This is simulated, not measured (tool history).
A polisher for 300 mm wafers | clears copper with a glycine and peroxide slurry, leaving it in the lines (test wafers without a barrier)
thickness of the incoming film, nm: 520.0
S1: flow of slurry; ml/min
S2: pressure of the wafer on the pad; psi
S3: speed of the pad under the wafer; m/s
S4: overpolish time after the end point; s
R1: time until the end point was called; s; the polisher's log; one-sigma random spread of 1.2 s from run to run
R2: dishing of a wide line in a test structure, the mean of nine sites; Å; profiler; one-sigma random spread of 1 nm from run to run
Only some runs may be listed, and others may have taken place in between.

run 1 hour=0.0 | S1=235 S2=2.9 S3=0.80 S4=24 | R1=95.191 R2=560.29
run 2 hour=8.0 | S1=235 S2=2.9 S3=0.80 S4=18 | R1=95.762 R2=471.52
run 3 hour=9.5 | S1=235 S2=3.5 S3=0.80 S4=18 | R1=84.388 R2=511.37
run 4 hour=13.1 | S1=235 S2=3.7 S3=0.82 S4=21 | R1=81.576 R2=566.75
run 5 hour=17.0 | S1=235 S2=3.9 S3=0.84 S4=23 | R1=77.730 R2=609.90
run 6 hour=19.3 | S1=235 S2=4.5 S3=0.84 S4=23 | R1=71.626 R2=640.42

Predict the results of run 7:
run 7 hour=22.7 | S1=235 S2=4.5 S3=0.86 S4=25 | R1=? R2=?

R1: 68.514 s
R2: 646.45 Å
